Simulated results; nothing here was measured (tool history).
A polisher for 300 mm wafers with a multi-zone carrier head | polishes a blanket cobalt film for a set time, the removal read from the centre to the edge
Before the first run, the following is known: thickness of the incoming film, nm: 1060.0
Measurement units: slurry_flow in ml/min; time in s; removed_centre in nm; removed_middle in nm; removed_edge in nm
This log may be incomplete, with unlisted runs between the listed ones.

run	hour	slurry_flow	centre_zone	middle_zone	edge_zone	time	removed_centre	removed_middle	removed_edge
1	0	225	1	1	1	34	158.2	157.3	155.34
2	4.6	220	1	0.98	0.97	31	142.07	139	139.53
3	8.8	220	1.03	0.98	0.97	31	147.23	140.84	140.12
4	15.5	220	1.03	0.98	1.04	31	146.87	136.79	142.77
5	17.4	220	1.03	0.97	1.01	28	133.32	124.23	132.35
6	22.1	220	1.08	0.97	1.01	28	136.91	123.8	128.5
7	30	215	1.08	0.97	0.98	26	126.11	115.58	117.53
8	33.6	205	1.08	0.96	0.96	25	122.4	110.12	111.15
9	40.8	195	1.06	0.95	0.94	24	117.36	102.02	106.72
10	44.3	190	1.04	0.96	0.92	23	108.11	99.819	99.376

Run 11 comes next. What will it give?
11	53.1	160	0.99	0.9	0.86	22	?	?	?

removed_centre: 95.802 nm
removed_middle: 86.691 nm
removed_edge: 89.787 nm
